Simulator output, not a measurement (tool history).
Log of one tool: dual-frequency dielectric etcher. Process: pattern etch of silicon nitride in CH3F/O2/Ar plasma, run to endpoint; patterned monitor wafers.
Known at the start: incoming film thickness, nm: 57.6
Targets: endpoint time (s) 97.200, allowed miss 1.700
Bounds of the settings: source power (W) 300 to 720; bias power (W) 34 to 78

run  hour  source power (W)  bias power (W)  endpoint time (s)
  1   0.0               510              56             89.371
  2   0.6               490              56             90.544
  3   1.8               490              64             87.553
  4   4.2               530              64             84.165
  5  11.1               600              64             78.730
  6  12.7               600              56             83.291
  7  14.7               570              55             85.373
  8  15.8               540              55             87.223
  9  16.9               520              55             89.393
 10  20.7               500              55             91.014
 11  27.0               410              53            100.460

5 next moves are on the table. One of them brings every result within its allowed miss. Which?
  A  33.3               340              60                  ?
  B  33.3               480              47                  ?
  C  33.3               420              47                  ?
  D  33.3               340              59                  ?
  E  33.3               390              54                  ?

move  endpoint time (s)
   A            104.960
   B             97.768
   C            103.840
   D            105.600
   E            102.370
A: further off than the last run
B: meets every target
C: further off than the last run
D: further off than the last run
E: further off than the last run
Move B is the one to make.
